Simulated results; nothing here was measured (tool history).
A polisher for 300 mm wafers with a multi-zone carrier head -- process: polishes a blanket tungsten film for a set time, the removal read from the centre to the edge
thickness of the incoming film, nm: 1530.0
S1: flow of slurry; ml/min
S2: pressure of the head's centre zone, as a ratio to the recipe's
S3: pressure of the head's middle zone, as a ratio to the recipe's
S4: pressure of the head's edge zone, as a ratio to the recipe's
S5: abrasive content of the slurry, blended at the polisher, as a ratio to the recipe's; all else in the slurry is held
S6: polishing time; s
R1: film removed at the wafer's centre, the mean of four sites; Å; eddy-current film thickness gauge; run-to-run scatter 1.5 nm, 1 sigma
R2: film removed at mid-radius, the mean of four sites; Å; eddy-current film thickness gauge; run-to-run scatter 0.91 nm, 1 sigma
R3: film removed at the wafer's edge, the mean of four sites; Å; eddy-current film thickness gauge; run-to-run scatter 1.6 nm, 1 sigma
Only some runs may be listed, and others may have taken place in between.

run    day   S1    S2    S3    S4    S5  S6      R1      R2      R3
  1      0  290     1     1     1     1  30  876.19  910.81  902.23
  2  0.108  290     1     1     1     1  34  1038.1  1037.8  1036.4
  3  0.246  290  0.93     1     1     1  34  937.25  1027.8  1027.3
  4  0.462  290  0.93     1     1     1  28  766.33  842.68  855.66
  5  0.754  290  0.93     1  1.05     1  28  772.18  851.44  871.97
  6  1.129  290  0.93     1  1.05     1  31  865.43  922.18  969.24
  7  1.262  295  0.97  1.03  1.06  1.05  31  913.43  980.07  1003.2

Run 8 comes next. What will it give?
  8  1.375  305  1.01  1.05  1.06  1.05  31   ?   ?   ?

R1: 959.06 Å
R2: 979.59 Å
R3: 985.47 Å

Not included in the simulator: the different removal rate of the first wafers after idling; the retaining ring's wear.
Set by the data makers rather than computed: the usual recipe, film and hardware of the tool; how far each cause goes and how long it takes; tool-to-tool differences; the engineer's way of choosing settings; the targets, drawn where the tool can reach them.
